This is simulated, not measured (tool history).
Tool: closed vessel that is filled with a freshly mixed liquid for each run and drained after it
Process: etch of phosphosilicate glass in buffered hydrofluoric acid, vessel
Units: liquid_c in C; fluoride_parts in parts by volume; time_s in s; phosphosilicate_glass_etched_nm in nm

run    day  liquid_c  fluoride_parts  time_s  phosphosilicate_glass_etched_nm
  1      0        25            20.5      95                           242.65
  2   0.05        23            21.5      95                           209.93
  3  0.258      21.5              22      95                           192.45
  4  0.517      20.5            22.5      95                           180.28
  5  0.779      19.5              23      95                           166.71
  6  1.138        19            23.5      95                           161.23

Run 7 comes next. What will it give?
  7  1.379      18.5              24      95                                ?

phosphosilicate_glass_etched_nm: 151.43 nm
